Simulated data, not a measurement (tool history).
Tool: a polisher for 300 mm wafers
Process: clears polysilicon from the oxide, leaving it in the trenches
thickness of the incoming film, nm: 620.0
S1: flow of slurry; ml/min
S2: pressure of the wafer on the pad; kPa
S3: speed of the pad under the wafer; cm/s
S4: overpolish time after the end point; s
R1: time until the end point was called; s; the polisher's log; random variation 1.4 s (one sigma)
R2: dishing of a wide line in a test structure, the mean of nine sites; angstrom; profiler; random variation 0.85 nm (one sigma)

run 1 day=0 | S1=220 S2=15.9 S3=108 S4=13 | R1=61.328 R2=629.67
run 2 day=0.054 | S1=220 S2=15.9 S3=108 S4=10 | R1=61.069 R2=559.16
run 3 day=0.079 | S1=220 S2=15.9 S3=108 S4=13 | R1=59.061 R2=651.29
run 4 day=0.212 | S1=220 S2=15.9 S3=124 S4=13 | R1=53.474 R2=672.67
run 5 day=0.308 | S1=220 S2=13.8 S3=122 S4=13 | R1=62.63 R2=619.88
run 6 day=0.383 | S1=245 S2=13.8 S3=122 S4=13 | R1=62.749 R2=627.16
run 7 day=0.633 | S1=245 S2=12.4 S3=120 S4=14 | R1=70.958 R2=626.77
run 8 day=0.871 | S1=245 S2=11 S3=120 S4=14 | R1=79.325 R2=602.13
run 9 day=0.975 | S1=245 S2=10.3 S3=120 S4=14 | R1=82.67 R2=590.75

Forecast run 10:
run 10 day=1.35 | S1=245 S2=9.7 S3=120 S4=14 | R1=? R2=?

{"run 10": {"R1": 88.507, "R2": 567.73}}
